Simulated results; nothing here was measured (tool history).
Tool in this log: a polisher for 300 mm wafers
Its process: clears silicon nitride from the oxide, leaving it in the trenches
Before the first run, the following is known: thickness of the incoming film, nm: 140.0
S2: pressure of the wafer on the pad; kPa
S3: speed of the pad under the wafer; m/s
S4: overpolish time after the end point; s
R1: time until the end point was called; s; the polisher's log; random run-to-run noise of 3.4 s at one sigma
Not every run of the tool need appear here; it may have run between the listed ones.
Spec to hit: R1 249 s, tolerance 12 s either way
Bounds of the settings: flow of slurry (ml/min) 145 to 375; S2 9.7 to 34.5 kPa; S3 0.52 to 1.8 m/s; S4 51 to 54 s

{"run": 1, "hour": 0.0, "flow of slurry (ml/min)": 240, "S2": 22.1, "S3": 1.16, "S4": 51, "R1": 144.18}
{"run": 2, "hour": 2.7, "flow of slurry (ml/min)": 240, "S2": 24.8, "S3": 1.16, "S4": 51, "R1": 134.15}
{"run": 3, "hour": 7.9, "flow of slurry (ml/min)": 240, "S2": 22.8, "S3": 1.12, "S4": 51, "R1": 148.22}
{"run": 4, "hour": 13.3, "flow of slurry (ml/min)": 240, "S2": 20.7, "S3": 1.1, "S4": 51, "R1": 158.76}
{"run": 5, "hour": 16.2, "flow of slurry (ml/min)": 240, "S2": 19.3, "S3": 1.08, "S4": 51, "R1": 172.2}
{"run": 6, "hour": 21.4, "flow of slurry (ml/min)": 240, "S2": 17.9, "S3": 1.08, "S4": 51, "R1": 178.6}
{"run": 7, "hour": 25.3, "flow of slurry (ml/min)": 240, "S2": 16.5, "S3": 1.06, "S4": 51, "R1": 193.34}
{"run": 8, "hour": 28.1, "flow of slurry (ml/min)": 240, "S2": 10.3, "S3": 1.04, "S4": 51, "R1": 264.14}

4 candidate next runs follow, results not yet known. Just one meets every target within its allowed miss. Identify it.
{"run": "A", "hour": 30.9, "flow of slurry (ml/min)": 275, "S2": 12.4, "S3": 1.12, "S4": 51, "R1": "?"}
{"run": "B", "hour": 30.9, "flow of slurry (ml/min)": 215, "S2": 9.7, "S3": 0.98, "S4": 51, "R1": "?"}
{"run": "C", "hour": 30.9, "flow of slurry (ml/min)": 310, "S2": 10.3, "S3": 1.24, "S4": 52, "R1": "?"}
{"run": "D", "hour": 30.9, "flow of slurry (ml/min)": 230, "S2": 14.5, "S3": 0.9, "S4": 51, "R1": "?"}

move=A R1=223.14
move=B R1=301.55
move=C R1=223.18
move=D R1=254.02
A: carries the result that was furthest off beyond its target, to the other side
B: misses by more than the last run did
C: carries the result that was furthest off beyond its target, to the other side
D: all results land within tolerance of their targets
D meets every target.

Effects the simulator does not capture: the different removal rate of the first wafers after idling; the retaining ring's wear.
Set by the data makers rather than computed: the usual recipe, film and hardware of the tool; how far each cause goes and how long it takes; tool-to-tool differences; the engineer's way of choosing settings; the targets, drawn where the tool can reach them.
